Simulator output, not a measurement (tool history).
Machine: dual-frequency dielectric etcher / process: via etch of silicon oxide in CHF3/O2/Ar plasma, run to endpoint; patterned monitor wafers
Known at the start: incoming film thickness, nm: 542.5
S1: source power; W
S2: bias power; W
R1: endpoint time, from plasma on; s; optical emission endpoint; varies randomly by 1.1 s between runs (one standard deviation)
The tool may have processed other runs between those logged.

run  hour   S1   S2      R1
  1     0  570  146  277.62
  2   2.9  540  143  287.38
  3    11  520  142  293.73
  4  14.6  560  142  280.65
  5    18  610  142  267.26
  6    22  650  142   258.2
  7    28  620  140  263.76
  8  35.6  510  111   311.5
  9    39  500  111  315.87

Run 10 is up next; what results do you expect?
 10  41.1  500  111   ?

For run 10 the tool returned R1 316.94 s.
